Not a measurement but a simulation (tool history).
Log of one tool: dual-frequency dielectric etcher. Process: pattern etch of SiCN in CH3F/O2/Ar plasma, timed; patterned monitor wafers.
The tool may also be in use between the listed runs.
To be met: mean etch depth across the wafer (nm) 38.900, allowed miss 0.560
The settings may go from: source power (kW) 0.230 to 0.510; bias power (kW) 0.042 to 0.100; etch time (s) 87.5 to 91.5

run  hour  source power (kW)  bias power (kW)  etch time (s)  mean etch depth across the wafer (nm)
  1   0.0              0.370            0.071           87.5                                 34.615
  2   1.0              0.320            0.071           87.5                                 32.390
  3   4.7              0.350            0.072           87.5                                 33.786
  4   6.8              0.380            0.072           87.5                                 34.800
  5  12.0              0.380            0.066           87.5                                 34.082
  6  17.7              0.400            0.067           87.5                                 34.921
  7  23.2              0.420            0.067           87.5                                 35.518
  8  31.2              0.490            0.071           87.5                                 38.164

5 next moves are on the table. One of them brings every result within its allowed miss. Which?
  A  39.2              0.470            0.072           87.5                                      ?
  B  39.2              0.430            0.072           88.5                                      ?
  C  39.2              0.470            0.064           90.0                                      ?
  D  39.2              0.510            0.061           88.5                                      ?
  E  39.2              0.490            0.077           87.5                                      ?

move  mean etch depth across the wafer (nm)
   A                                 37.893
   B                                 37.059
   C                                 37.813
   D                                 37.907
   E                                 39.191
A: further off than the last run
B: further off than the last run
C: further off than the last run
D: further off than the last run
E: meets every target
The right move is E.
